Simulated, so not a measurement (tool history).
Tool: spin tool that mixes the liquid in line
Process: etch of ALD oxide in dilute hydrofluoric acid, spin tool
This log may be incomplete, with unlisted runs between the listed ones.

| run | hour | temperature setpoint of the liquid (°C) | parts of water to one part of 49 % hydrofluoric acid (parts by volume) | time under the liquid (s) | thickness taken off the ALD oxide on a monitor wafer (angstrom) |
|---|---|---|---|---|---|
| 1 | 0.0 | 22.0 | 60 | 260 | 478.36 |
| 2 | 2.0 | 24.5 | 60 | 260 | 514.43 |
| 3 | 5.2 | 25.5 | 55 | 260 | 590.34 |
| 4 | 8.2 | 25.5 | 55 | 275 | 630.76 |
| 5 | 11.9 | 25.5 | 55 | 275 | 625.69 |
| 6 | 12.8 | 26.5 | 50 | 275 | 727.08 |
| 7 | 18.9 | 26.5 | 50 | 275 | 728.30 |
| 8 | 26.1 | 27.0 | 50 | 275 | 733.28 |
| 9 | 34.1 | 27.0 | 50 | 275 | 735.09 |
| 10 | 39.3 | 27.5 | 50 | 275 | 743.25 |
| 11 | 47.9 | 28.0 | 45 | 275 | 849.27 |
| 12 | 48.6 | 28.0 | 45 | 275 | 854.49 |
| 13 | 55.0 | 28.5 | 45 | 275 | 876.16 |
| 14 | 59.9 | 29.0 | 45 | 275 | 895.43 |

Run 15 comes next. What will it give?
| 15 | 65.5 | 30.0 | 40 | 275 | ? |

{"run 15": {"thickness taken off the ALD oxide on a monitor wafer (angstrom)": 1050.6}}
